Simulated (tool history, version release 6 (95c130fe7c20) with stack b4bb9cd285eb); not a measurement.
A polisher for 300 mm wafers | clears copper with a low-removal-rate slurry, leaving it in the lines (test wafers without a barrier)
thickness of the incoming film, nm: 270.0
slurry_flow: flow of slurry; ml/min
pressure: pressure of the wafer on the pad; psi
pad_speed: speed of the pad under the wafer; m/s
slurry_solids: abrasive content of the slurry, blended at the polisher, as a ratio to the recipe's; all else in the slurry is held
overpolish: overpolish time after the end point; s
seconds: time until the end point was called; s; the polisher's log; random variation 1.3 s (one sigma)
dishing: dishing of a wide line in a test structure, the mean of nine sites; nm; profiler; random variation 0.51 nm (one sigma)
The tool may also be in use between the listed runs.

run 1 hour=0.0 | slurry_flow=275 pressure=2.7 pad_speed=0.86 slurry_solids=1.00 overpolish=19 | seconds=140.110 dishing=25.951
run 2 hour=5.3 | slurry_flow=275 pressure=2.7 pad_speed=1.02 slurry_solids=1.00 overpolish=19 | seconds=119.220 dishing=30.480
run 3 hour=13.4 | slurry_flow=275 pressure=2.7 pad_speed=1.02 slurry_solids=1.00 overpolish=16 | seconds=119.460 dishing=26.717
run 4 hour=19.3 | slurry_flow=275 pressure=2.7 pad_speed=1.02 slurry_solids=1.10 overpolish=16 | seconds=118.900 dishing=26.491
run 5 hour=24.0 | slurry_flow=275 pressure=2.8 pad_speed=1.02 slurry_solids=1.10 overpolish=14 | seconds=113.540 dishing=24.883
run 6 hour=31.9 | slurry_flow=275 pressure=2.9 pad_speed=1.02 slurry_solids=1.10 overpolish=13 | seconds=108.800 dishing=24.700
run 7 hour=39.3 | slurry_flow=275 pressure=2.9 pad_speed=1.02 slurry_solids=1.10 overpolish=13 | seconds=113.400 dishing=24.094
run 8 hour=41.0 | slurry_flow=275 pressure=3.2 pad_speed=1.02 slurry_solids=1.10 overpolish=6 | seconds=97.044 dishing=12.644
run 9 hour=44.8 | slurry_flow=275 pressure=3.1 pad_speed=1.04 slurry_solids=1.15 overpolish=7 | seconds=100.820 dishing=15.089

Forecast run 10:
run 10 hour=51.5 | slurry_flow=275 pressure=3.1 pad_speed=1.06 slurry_solids=1.20 overpolish=7 | seconds=? dishing=?

seconds: 97.961 s
dishing: 15.922 nm
